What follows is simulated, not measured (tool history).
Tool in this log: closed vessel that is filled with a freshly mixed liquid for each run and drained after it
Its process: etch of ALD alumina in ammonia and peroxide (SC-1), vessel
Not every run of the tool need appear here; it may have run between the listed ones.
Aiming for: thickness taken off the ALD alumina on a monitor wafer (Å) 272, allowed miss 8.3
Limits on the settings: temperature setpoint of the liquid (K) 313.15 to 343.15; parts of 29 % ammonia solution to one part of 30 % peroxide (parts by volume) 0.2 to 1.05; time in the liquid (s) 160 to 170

run,hour,temperature setpoint of the liquid (K),parts of 29 % ammonia solution to one part of 30 % peroxide (parts by volume),time in the liquid (s),thickness taken off the ALD alumina on a monitor wafer (Å)
1,0,329.15,0.55,160,154.61
2,3.7,329.15,0.7,160,160.94
3,9.1,335.65,0.7,160,229.13
4,17.7,335.65,0.8,160,228.26
5,20.3,335.65,0.8,160,227.08
6,26.9,336.15,0.8,160,234.22
7,32.2,336.65,0.8,160,236.25
8,36.2,337.15,0.8,160,246.21
9,43.9,337.65,0.8,160,251.49

Which single option among these 4 for the next run brings every result within its allowed miss of target? Just one does.
A,51.6,340.15,0.6,170,?
B,51.6,337.65,1.05,160,?
C,51.6,336.65,0.85,165,?
D,51.6,339.65,0.75,160,?

move,thickness taken off the ALD alumina on a monitor wafer (Å)
A,289.52
B,253.92
C,244.16
D,271.54
A: carries the result that was furthest off beyond its target, to the other side
B: nearer the targets than the last run, but a result is still out of spec
C: moves away from the targets compared with the last run
D: every result within its allowed miss
Answer: D
